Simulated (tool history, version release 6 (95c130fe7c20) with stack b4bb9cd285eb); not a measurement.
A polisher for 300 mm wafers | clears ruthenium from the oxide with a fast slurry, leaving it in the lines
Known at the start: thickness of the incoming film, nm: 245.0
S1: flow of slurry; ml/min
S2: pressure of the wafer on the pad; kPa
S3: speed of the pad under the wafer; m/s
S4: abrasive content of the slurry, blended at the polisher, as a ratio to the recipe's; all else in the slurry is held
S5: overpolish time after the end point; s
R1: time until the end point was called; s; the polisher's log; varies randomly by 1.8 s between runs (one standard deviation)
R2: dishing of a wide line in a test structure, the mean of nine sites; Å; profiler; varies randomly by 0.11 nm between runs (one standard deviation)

| run | day | S1 | S2 | S3 | S4 | S5 | R1 | R2 |
|---|---|---|---|---|---|---|---|---|
| 1 | 0 | 295 | 13.1 | 0.96 | 1 | 14 | 79.61 | 148.64 |
| 2 | 0.188 | 295 | 13.1 | 1.06 | 1 | 14 | 72.659 | 152.22 |
| 3 | 0.417 | 350 | 13.1 | 1.06 | 1 | 14 | 71.449 | 153.54 |
| 4 | 0.708 | 350 | 13.1 | 0.96 | 1 | 14 | 78.824 | 147.92 |
| 5 | 0.771 | 350 | 13.1 | 0.84 | 1 | 14 | 89.729 | 144.43 |
| 6 | 0.879 | 350 | 11.7 | 0.82 | 1 | 13 | 102.18 | 134.52 |
| 7 | 1.104 | 350 | 11 | 0.82 | 1 | 12 | 103.75 | 127.49 |
| 8 | 1.212 | 350 | 10.3 | 0.8 | 1 | 12 | 114.87 | 122.7 |
| 9 | 1.483 | 350 | 9.7 | 0.8 | 1 | 12 | 121.14 | 117.99 |

The next listed run, before its measurement:
| 10 | 1.596 | 350 | 6.2 | 0.74 | 1 | 12 | ? | ? |

R1: 180.79 s
R2: 96.036 Å
